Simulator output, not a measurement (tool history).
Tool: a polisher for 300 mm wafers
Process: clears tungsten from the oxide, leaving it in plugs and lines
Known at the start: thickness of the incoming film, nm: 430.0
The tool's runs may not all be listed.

run	hour	flow of slurry (ml/min)	pressure of the wafer on the pad (kPa)	speed of the pad under the wafer (m/s)	abrasive content of the slurry	overpolish time after the end point (s)	time until the end point was called (s)
1	0	320	22.8	1.26	1	37	78.952
2	7.6	385	22.8	1.26	1	37	78.153
3	10	385	25.5	1.28	1	37	68.054
4	12.1	385	29.6	1.28	1	37	59.04
5	20.1	385	29.6	1.14	1	37	65.67
6	26.2	385	24.8	1.14	1	37	79.334
7	33.3	385	27.6	1.16	1	37	71.161

Run 8 comes next. What will it give?
8	39.1	385	29.6	1.18	1	37	?

Run 8 gave time until the end point was called (s) 64.003.
